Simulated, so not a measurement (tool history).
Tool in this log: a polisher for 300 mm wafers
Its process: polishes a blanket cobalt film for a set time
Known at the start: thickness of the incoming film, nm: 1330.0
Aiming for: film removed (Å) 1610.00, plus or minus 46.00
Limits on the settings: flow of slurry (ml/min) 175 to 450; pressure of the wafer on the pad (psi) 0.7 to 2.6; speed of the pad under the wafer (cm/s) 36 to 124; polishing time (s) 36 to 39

run	hour	flow of slurry (ml/min)	pressure of the wafer on the pad (psi)	speed of the pad under the wafer (cm/s)	polishing time (s)	film removed (Å)
1	0.0	290	1.6	80	39	1075.30
2	1.8	290	1.6	64	39	876.48
3	3.5	290	1.6	64	36	796.41
4	8.2	290	1.8	64	36	886.63
5	8.9	290	1.6	64	36	801.52
6	11.9	290	1.3	64	36	653.07
7	20.2	290	1.3	64	36	654.82
8	24.7	295	1.8	72	36	1003.40
9	32.4	295	1.9	72	36	1058.40
10	39.3	300	2.4	74	36	1383.60
11	48.2	300	2.5	76	36	1456.90

Next run, 4 choices. One meets every target within its allowed miss, the rest don't. Which?
A	57.1	335	2.5	60	36	?
B	57.1	345	2.6	78	37	?
C	57.1	275	2.4	70	39	?
D	57.1	335	2.4	80	36	?

move	film removed (Å)
A	1184.90
B	1633.60
C	1409.10
D	1502.90
A: its largest miss is bigger than the last run's
B: all results in spec
C: its largest miss is bigger than the last run's
D: nearer the targets than the last run, but a result is still out of spec
Go with B: it meets all targets.
